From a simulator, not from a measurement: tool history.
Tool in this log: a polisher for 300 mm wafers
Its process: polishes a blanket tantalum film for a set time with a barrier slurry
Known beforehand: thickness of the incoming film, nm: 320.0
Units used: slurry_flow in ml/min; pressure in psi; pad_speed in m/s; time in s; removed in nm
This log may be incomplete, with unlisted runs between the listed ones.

run	hour	slurry_flow	pressure	pad_speed	slurry_solids	time	removed
1	0	170	2.4	0.84	1	99	201.77
2	2.3	170	2.4	0.72	1	99	175.63
3	11	170	2.2	0.72	1	99	162.78
4	14.6	170	2.2	0.86	1	99	185.84
5	23	170	2	0.86	1	99	169.58
6	27.6	170	1.8	0.86	1	99	157.56
7	36.3	170	1.7	0.86	1	99	147.06
8	40.9	170	1.6	0.86	1	99	136.59

Predict the results of run 9:
9	45.4	170	1.5	0.86	1	99	?

removed: 132.56 nm

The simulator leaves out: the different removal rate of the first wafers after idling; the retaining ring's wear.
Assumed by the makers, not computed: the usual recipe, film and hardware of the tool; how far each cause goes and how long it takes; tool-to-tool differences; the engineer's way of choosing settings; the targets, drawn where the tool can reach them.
